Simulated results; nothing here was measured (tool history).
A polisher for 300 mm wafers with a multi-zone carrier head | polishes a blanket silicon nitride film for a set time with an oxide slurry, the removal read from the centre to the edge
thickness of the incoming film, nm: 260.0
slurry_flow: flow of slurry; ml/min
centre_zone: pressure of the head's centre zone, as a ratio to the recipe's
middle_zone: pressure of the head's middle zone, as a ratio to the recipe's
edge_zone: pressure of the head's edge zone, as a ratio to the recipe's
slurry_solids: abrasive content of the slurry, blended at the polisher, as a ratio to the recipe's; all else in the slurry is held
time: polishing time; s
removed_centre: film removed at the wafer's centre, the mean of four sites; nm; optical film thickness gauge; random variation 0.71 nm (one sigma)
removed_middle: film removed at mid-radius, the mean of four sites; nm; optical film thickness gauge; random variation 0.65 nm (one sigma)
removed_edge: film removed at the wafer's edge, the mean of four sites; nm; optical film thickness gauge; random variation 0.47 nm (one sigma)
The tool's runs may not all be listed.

{"run": 1, "hour": 0.0, "slurry_flow": 215, "centre_zone": 1, "middle_zone": 1, "edge_zone": 1, "slurry_solids": 1, "time": 80, "removed_centre": 64.587, "removed_middle": 64.358, "removed_edge": 63.212}
{"run": 2, "hour": 3.6, "slurry_flow": 255, "centre_zone": 1, "middle_zone": 1, "edge_zone": 1, "slurry_solids": 1, "time": 80, "removed_centre": 66.344, "removed_middle": 67.347, "removed_edge": 63.202}
{"run": 3, "hour": 9.2, "slurry_flow": 255, "centre_zone": 1, "middle_zone": 0.96, "edge_zone": 0.98, "slurry_solids": 0.85, "time": 79, "removed_centre": 61.221, "removed_middle": 58.395, "removed_edge": 58.767}
{"run": 4, "hour": 16.1, "slurry_flow": 255, "centre_zone": 1, "middle_zone": 0.96, "edge_zone": 0.93, "slurry_solids": 0.85, "time": 79, "removed_centre": 61.806, "removed_middle": 59.945, "removed_edge": 58.01}
{"run": 5, "hour": 22.9, "slurry_flow": 255, "centre_zone": 1, "middle_zone": 0.91, "edge_zone": 0.93, "slurry_solids": 0.85, "time": 79, "removed_centre": 61.382, "removed_middle": 56.608, "removed_edge": 57.051}
{"run": 6, "hour": 26.3, "slurry_flow": 305, "centre_zone": 1, "middle_zone": 0.91, "edge_zone": 0.93, "slurry_solids": 0.85, "time": 79, "removed_centre": 61.739, "removed_middle": 58.785, "removed_edge": 57.873}

Run 7 comes next. What will it give?
{"run": 7, "hour": 34.4, "slurry_flow": 305, "centre_zone": 1, "middle_zone": 0.9, "edge_zone": 0.91, "slurry_solids": 0.75, "time": 78, "removed_centre": "?", "removed_middle": "?", "removed_edge": "?"}

Run 7 gave removed_centre 58.513 nm, removed_middle 54.619 nm, removed_edge 54.095 nm.
